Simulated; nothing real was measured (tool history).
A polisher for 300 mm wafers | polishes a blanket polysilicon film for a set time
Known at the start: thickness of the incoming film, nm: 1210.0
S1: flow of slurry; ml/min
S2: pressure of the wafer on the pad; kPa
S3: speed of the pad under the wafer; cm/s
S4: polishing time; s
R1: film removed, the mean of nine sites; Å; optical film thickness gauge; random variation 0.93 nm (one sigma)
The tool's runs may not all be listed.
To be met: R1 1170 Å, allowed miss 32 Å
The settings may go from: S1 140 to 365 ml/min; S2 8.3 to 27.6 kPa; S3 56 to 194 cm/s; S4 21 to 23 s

run 1 hour=0 | S1=235 S2=17.9 S3=124 S4=23 | R1=1962.7
run 2 hour=1 | S1=235 S2=17.9 S3=124 S4=23 | R1=1941.2
run 3 hour=6.5 | S1=235 S2=22.1 S3=124 S4=23 | R1=2322.6
run 4 hour=8.7 | S1=235 S2=17.9 S3=124 S4=23 | R1=1925
run 5 hour=12.7 | S1=230 S2=14.5 S3=122 S4=23 | R1=1585.9
run 6 hour=17.5 | S1=230 S2=17.9 S3=122 S4=23 | R1=1909.3
run 7 hour=23.7 | S1=230 S2=15.2 S3=120 S4=23 | R1=1635.8
run 8 hour=30.2 | S1=225 S2=13.1 S3=120 S4=23 | R1=1433.2
run 9 hour=33.6 | S1=215 S2=11.7 S3=120 S4=23 | R1=1303.1
run 10 hour=35.4 | S1=200 S2=11.7 S3=120 S4=23 | R1=1280.9
run 11 hour=43.6 | S1=185 S2=11.7 S3=120 S4=23 | R1=1285.4
run 12 hour=46.7 | S1=180 S2=11 S3=120 S4=23 | R1=1207
run 13 hour=53 | S1=175 S2=11 S3=120 S4=23 | R1=1202.1

Which of these 5 next moves meets every target?
run A hour=59.3 | S1=230 S2=10.3 S3=120 S4=23 | R1=?
run B hour=59.3 | S1=235 S2=16.5 S3=88 S4=22 | R1=?
run C hour=59.3 | S1=145 S2=15.2 S3=96 S4=23 | R1=?
run D hour=59.3 | S1=180 S2=10.3 S3=134 S4=23 | R1=?
run E hour=59.3 | S1=190 S2=11.7 S3=124 S4=22 | R1=?

move=A R1=1191
move=B R1=1278.3
move=C R1=1253.5
move=D R1=1278.8
move=E R1=1270.3
A: meets every target
B: further off than the last run
C: further off than the last run
D: further off than the last run
E: further off than the last run
Move A is the one to make.

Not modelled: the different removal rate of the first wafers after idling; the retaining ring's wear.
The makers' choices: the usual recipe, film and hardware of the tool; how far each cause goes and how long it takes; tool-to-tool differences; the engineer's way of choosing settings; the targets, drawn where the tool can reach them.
